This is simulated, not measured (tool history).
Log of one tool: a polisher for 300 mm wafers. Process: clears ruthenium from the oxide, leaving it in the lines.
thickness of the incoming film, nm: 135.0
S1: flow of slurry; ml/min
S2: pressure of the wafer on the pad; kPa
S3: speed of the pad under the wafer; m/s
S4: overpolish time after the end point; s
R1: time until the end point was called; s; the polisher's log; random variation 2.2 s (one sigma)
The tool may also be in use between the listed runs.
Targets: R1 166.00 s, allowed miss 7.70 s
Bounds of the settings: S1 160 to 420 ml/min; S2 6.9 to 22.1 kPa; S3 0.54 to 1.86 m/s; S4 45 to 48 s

Run 1, hour 0.0: S1 270 ml/min, S2 14.5 kPa, S3 1.18 m/s, S4 45 s. Result: R1 104.92 s.
Run 2, hour 7.5: S1 270 ml/min, S2 13.8 kPa, S3 1.18 m/s, S4 45 s. Result: R1 109.77 s.
Run 3, hour 12.1: S1 270 ml/min, S2 13.1 kPa, S3 1.18 m/s, S4 45 s. Result: R1 114.52 s.
Run 4, hour 16.0: S1 270 ml/min, S2 12.4 kPa, S3 1.18 m/s, S4 45 s. Result: R1 121.46 s.
Run 5, hour 21.1: S1 270 ml/min, S2 11.7 kPa, S3 1.18 m/s, S4 45 s. Result: R1 128.13 s.
Run 6, hour 26.4: S1 270 ml/min, S2 11.7 kPa, S3 1.46 m/s, S4 45 s. Result: R1 106.82 s.
Run 7, hour 29.8: S1 270 ml/min, S2 11.0 kPa, S3 1.44 m/s, S4 45 s. Result: R1 114.13 s.
Run 8, hour 31.6: S1 265 ml/min, S2 6.9 kPa, S3 1.30 m/s, S4 45 s. Result: R1 192.76 s.
Run 9, hour 33.0: S1 265 ml/min, S2 7.6 kPa, S3 1.30 m/s, S4 45 s. Result: R1 177.29 s.

Which of these 5 next moves meets every target?
Run A, hour 34.4: S1 240 ml/min, S2 8.3 kPa, S3 1.12 m/s, S4 48 s. Result: R1 ?.
Run B, hour 34.4: S1 300 ml/min, S2 7.6 kPa, S3 1.36 m/s, S4 45 s. Result: R1 ?.
Run C, hour 34.4: S1 225 ml/min, S2 7.6 kPa, S3 1.30 m/s, S4 45 s. Result: R1 ?.
Run D, hour 34.4: S1 320 ml/min, S2 6.9 kPa, S3 1.66 m/s, S4 45 s. Result: R1 ?.
Run E, hour 34.4: S1 240 ml/min, S2 6.9 kPa, S3 1.34 m/s, S4 45 s. Result: R1 ?.

move      R1
   A  189.95
   B  168.48
   C  180.29
   D  151.63
   E  190.49
A: further off than the last run
B: meets every target
C: further off than the last run
D: takes the result that was furthest off past its target
E: further off than the last run
Answer: B

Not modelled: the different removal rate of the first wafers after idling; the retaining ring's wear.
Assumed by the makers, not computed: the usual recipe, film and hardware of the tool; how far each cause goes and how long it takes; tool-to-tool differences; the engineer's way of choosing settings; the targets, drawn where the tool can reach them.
